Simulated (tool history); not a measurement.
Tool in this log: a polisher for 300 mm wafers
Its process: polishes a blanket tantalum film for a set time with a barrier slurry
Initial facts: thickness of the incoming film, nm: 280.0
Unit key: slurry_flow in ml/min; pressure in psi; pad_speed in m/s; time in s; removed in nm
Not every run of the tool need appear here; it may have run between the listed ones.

| run | hour | slurry_flow | pressure | pad_speed | slurry_solids | time | removed |
|---|---|---|---|---|---|---|---|
| 1 | 0.0 | 195 | 2.3 | 0.84 | 1.0 | 26 | 39.088 |
| 2 | 1.7 | 200 | 2.7 | 0.84 | 1.0 | 26 | 44.641 |
| 3 | 9.6 | 200 | 3.1 | 0.84 | 1.0 | 26 | 49.896 |
| 4 | 12.8 | 200 | 3.1 | 0.76 | 1.0 | 26 | 45.922 |
| 5 | 15.3 | 200 | 2.9 | 0.76 | 1.0 | 26 | 43.001 |
| 6 | 19.2 | 205 | 3.1 | 0.82 | 1.0 | 26 | 49.538 |
| 7 | 19.7 | 210 | 3.3 | 0.84 | 1.0 | 26 | 53.464 |

What will run 8 give?
| 8 | 23.7 | 210 | 3.4 | 0.88 | 1.0 | 26 | ? |

Logged for run 8: removed 57.189 nm.

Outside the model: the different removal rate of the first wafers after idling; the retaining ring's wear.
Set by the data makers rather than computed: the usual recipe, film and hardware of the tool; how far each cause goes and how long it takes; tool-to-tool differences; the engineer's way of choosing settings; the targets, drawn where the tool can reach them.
